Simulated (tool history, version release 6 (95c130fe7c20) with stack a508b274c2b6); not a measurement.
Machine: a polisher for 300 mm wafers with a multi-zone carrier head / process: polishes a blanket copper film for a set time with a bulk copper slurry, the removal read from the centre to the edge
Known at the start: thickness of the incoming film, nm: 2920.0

run  hour  flow of slurry (ml/min)  pressure of the head's centre zone  pressure of the head's middle zone  pressure of the head's edge zone  abrasive content of the slurry  polishing time (s)  film removed at the wafer's centre (Å)  film removed at mid-radius (Å)  film removed at the wafer's edge (Å)
  1     0                      295                                   1                                   1                                 1                               1                  51                                  4942.6                          5313.8                                5134.4
  2   4.8                      225                                   1                                   1                                 1                               1                  51                                  4915.8                          5203.3                                5128.4
  3   9.7                      225                                   1                                0.92                                 1                               1                  51                                  4819.9                          4853.5                                5022.9
  4  11.2                      220                                1.05                                0.89                              0.97                            0.85                  47                                  4599.5                          4200.8                                  4570
  5  13.3                      245                                1.09                                 0.9                              0.92                            0.75                  43                                  4339.5                          3855.3                                3997.6
  6  16.6                      275                                1.09                                 0.9                              0.92                            0.75                  43                                  4410.1                          3938.1                                3997.9

The next listed run, before its measurement:
     17.4  -- centre zone pressure recalibrated
  7  17.4                      245                                1.14                                0.81                              0.82                             0.5                  37                                       ?                               ?                                     ?

film removed at the wafer's centre (Å): 4055.6
film removed at mid-radius (Å): 2908.2
film removed at the wafer's edge (Å): 3204
